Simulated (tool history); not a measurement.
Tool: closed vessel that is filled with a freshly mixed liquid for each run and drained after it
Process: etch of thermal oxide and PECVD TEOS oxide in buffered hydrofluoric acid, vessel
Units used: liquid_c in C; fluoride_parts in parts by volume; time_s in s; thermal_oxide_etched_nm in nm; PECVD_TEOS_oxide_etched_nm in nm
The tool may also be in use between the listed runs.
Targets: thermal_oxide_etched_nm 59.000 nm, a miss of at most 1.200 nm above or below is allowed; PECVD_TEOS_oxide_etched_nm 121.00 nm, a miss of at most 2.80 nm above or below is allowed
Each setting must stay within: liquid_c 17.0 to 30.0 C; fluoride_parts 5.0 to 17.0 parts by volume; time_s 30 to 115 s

{"run": 1, "hour": 0.0, "liquid_c": 22.0, "fluoride_parts": 10.5, "time_s": 60, "thermal_oxide_etched_nm": 64.27, "PECVD_TEOS_oxide_etched_nm": 130.95}
{"run": 2, "hour": 7.7, "liquid_c": 21.5, "fluoride_parts": 10.5, "time_s": 60, "thermal_oxide_etched_nm": 62.657, "PECVD_TEOS_oxide_etched_nm": 128.23}
{"run": 3, "hour": 8.8, "liquid_c": 21.5, "fluoride_parts": 10.5, "time_s": 70, "thermal_oxide_etched_nm": 73.472, "PECVD_TEOS_oxide_etched_nm": 149.85}
{"run": 4, "hour": 11.7, "liquid_c": 23.0, "fluoride_parts": 10.5, "time_s": 70, "thermal_oxide_etched_nm": 79.163, "PECVD_TEOS_oxide_etched_nm": 163.66}
{"run": 5, "hour": 16.0, "liquid_c": 21.5, "fluoride_parts": 10.5, "time_s": 70, "thermal_oxide_etched_nm": 72.794, "PECVD_TEOS_oxide_etched_nm": 149.9}
{"run": 6, "hour": 19.1, "liquid_c": 20.5, "fluoride_parts": 10.5, "time_s": 70, "thermal_oxide_etched_nm": 69.248, "PECVD_TEOS_oxide_etched_nm": 140.86}
{"run": 7, "hour": 19.7, "liquid_c": 20.0, "fluoride_parts": 10.5, "time_s": 70, "thermal_oxide_etched_nm": 67.072, "PECVD_TEOS_oxide_etched_nm": 137.42}
{"run": 8, "hour": 26.1, "liquid_c": 19.5, "fluoride_parts": 10.5, "time_s": 70, "thermal_oxide_etched_nm": 65.661, "PECVD_TEOS_oxide_etched_nm": 133.62}
{"run": 9, "hour": 29.3, "liquid_c": 19.0, "fluoride_parts": 10.5, "time_s": 70, "thermal_oxide_etched_nm": 63.913, "PECVD_TEOS_oxide_etched_nm": 129.19}
{"run": 10, "hour": 31.3, "liquid_c": 18.5, "fluoride_parts": 10.5, "time_s": 70, "thermal_oxide_etched_nm": 61.886, "PECVD_TEOS_oxide_etched_nm": 126.75}

Exercise: of the 4 proposed moves below, exactly one satisfies all targets within the stated allowed misses. Which move is it?
{"run": "A", "hour": 33.3, "liquid_c": 17.0, "fluoride_parts": 16.0, "time_s": 115, "thermal_oxide_etched_nm": "?", "PECVD_TEOS_oxide_etched_nm": "?"}
{"run": "B", "hour": 33.3, "liquid_c": 17.0, "fluoride_parts": 13.0, "time_s": 90, "thermal_oxide_etched_nm": "?", "PECVD_TEOS_oxide_etched_nm": "?"}
{"run": "C", "hour": 33.3, "liquid_c": 20.5, "fluoride_parts": 8.5, "time_s": 55, "thermal_oxide_etched_nm": "?", "PECVD_TEOS_oxide_etched_nm": "?"}
{"run": "D", "hour": 33.3, "liquid_c": 17.5, "fluoride_parts": 12.5, "time_s": 95, "thermal_oxide_etched_nm": "?", "PECVD_TEOS_oxide_etched_nm": "?"}

move=A thermal_oxide_etched_nm=61.792 PECVD_TEOS_oxide_etched_nm=125.45
move=B thermal_oxide_etched_nm=59.315 PECVD_TEOS_oxide_etched_nm=120.42
move=C thermal_oxide_etched_nm=64.899 PECVD_TEOS_oxide_etched_nm=131.76
move=D thermal_oxide_etched_nm=66.948 PECVD_TEOS_oxide_etched_nm=135.92
A: no nearer and no further than the last run
B: each result inside its tolerance
C: moves away from the targets compared with the last run
D: moves away from the targets compared with the last run
So the answer is move B, the one that meets all the targets.
